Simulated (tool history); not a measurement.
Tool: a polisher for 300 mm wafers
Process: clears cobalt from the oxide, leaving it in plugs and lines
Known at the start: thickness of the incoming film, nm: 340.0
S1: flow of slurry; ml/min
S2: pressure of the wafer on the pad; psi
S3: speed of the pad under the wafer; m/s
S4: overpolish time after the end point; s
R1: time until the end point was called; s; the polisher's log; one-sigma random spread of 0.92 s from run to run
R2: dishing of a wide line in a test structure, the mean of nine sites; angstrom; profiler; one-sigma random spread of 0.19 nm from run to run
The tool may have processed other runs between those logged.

| run | day | S1 | S2 | S3 | S4 | R1 | R2 |
|---|---|---|---|---|---|---|---|
| 1 | 0 | 170 | 1.6 | 1.26 | 19 | 66.16 | 169.17 |
| 2 | 0.062 | 165 | 1.7 | 1.28 | 16 | 64.633 | 168.92 |
| 3 | 0.433 | 165 | 1.7 | 1 | 16 | 79.998 | 166.89 |
| 4 | 0.521 | 165 | 1.9 | 1 | 16 | 72.134 | 167.95 |
| 5 | 0.696 | 180 | 2 | 1.04 | 13 | 65.069 | 167.43 |
| 6 | 0.925 | 195 | 2.1 | 1.06 | 11 | 59.709 | 161.95 |
| 7 | 0.983 | 215 | 2.1 | 1.06 | 10 | 60.962 | 165.14 |
| 8 | 1.012 | 185 | 2.2 | 1.02 | 9 | 59.255 | 159.94 |
| 9 | 1.221 | 185 | 2.2 | 1.02 | 9 | 60.52 | 159.49 |

What does the tool deliver on the next run?
| 10 | 1.404 | 170 | 2.3 | 1.02 | 8 | ? | ? |

{"run 10": {"R1": 58.496, "R2": 155.73}}
